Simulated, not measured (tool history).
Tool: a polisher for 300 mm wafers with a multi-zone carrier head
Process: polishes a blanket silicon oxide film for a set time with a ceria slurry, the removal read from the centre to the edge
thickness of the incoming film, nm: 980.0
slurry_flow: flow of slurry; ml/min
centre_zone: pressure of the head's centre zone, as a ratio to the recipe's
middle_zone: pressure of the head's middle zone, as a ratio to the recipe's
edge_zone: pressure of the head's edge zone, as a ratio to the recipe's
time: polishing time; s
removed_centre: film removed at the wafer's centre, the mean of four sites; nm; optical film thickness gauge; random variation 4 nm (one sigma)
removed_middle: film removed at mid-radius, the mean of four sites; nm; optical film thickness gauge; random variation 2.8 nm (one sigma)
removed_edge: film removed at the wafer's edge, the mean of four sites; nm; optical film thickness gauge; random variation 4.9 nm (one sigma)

run,hour,slurry_flow,centre_zone,middle_zone,edge_zone,time,removed_centre,removed_middle,removed_edge
1,0,210,1,1,1,55,294.05,300.63,310.67
2,4.6,220,0.99,1.03,1.03,57,302.45,318.41,330.09
3,7.7,220,0.99,1.03,1.03,51,282.01,285.11,290.31
4,13.3,220,0.98,1.05,1.03,54,288.94,306.14,307.66
5,20.2,220,0.97,1.07,1.04,57,307.15,330.87,324.68
6,23.4,225,0.94,1.08,1.06,59,308.91,344.5,342.44
7,26.5,230,0.92,1.1,1.07,61,318.23,362.12,362.48

Forecast run 8:
8,32.6,235,0.91,1.12,1.07,62,?,?,?

Run 8 gave removed_centre 317.63 nm, removed_middle 373.02 nm, removed_edge 372.25 nm.
